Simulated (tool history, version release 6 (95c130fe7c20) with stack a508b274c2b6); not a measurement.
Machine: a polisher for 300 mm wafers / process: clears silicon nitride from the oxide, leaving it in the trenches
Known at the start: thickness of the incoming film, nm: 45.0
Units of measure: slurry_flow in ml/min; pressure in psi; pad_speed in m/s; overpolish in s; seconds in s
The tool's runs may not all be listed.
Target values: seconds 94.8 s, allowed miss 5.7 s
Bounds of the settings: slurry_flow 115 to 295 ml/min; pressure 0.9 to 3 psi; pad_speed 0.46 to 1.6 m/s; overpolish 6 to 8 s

| run | hour | slurry_flow | pressure | pad_speed | overpolish | seconds |
|---|---|---|---|---|---|---|
| 1 | 0 | 190 | 1.9 | 1.02 | 8 | 60.082 |
| 2 | 6.3 | 190 | 1.7 | 1 | 8 | 65.26 |
| 3 | 9.5 | 190 | 1.7 | 1.22 | 8 | 57.221 |
| 4 | 11.8 | 190 | 1.7 | 1.08 | 8 | 62.185 |
| 5 | 20.6 | 190 | 1.5 | 1.08 | 8 | 72.598 |
| 6 | 26.5 | 190 | 1.4 | 1.08 | 8 | 75.72 |
| 7 | 30 | 190 | 1.3 | 1.08 | 8 | 84.337 |
| 8 | 36.3 | 190 | 1.2 | 1.08 | 8 | 88.657 |
| 9 | 37.5 | 190 | 1.2 | 1.08 | 8 | 90.089 |

Exercise: of the 4 proposed moves below, exactly one satisfies all targets within the stated allowed misses. Which move is it?
| A | 38.7 | 200 | 1.2 | 0.98 | 8 | ? |
| B | 38.7 | 145 | 1.3 | 1.12 | 6 | ? |
| C | 38.7 | 185 | 1.4 | 1.06 | 8 | ? |
| D | 38.7 | 210 | 1 | 1.36 | 8 | ? |

| move | seconds |
|---|---|
| A | 94.504 |
| B | 82.203 |
| C | 77.102 |
| D | 83.95 |
A: in spec on every target
B: its largest miss is bigger than the last run's
C: its largest miss is bigger than the last run's
D: its largest miss is bigger than the last run's
Correct choice: A, which meets every target
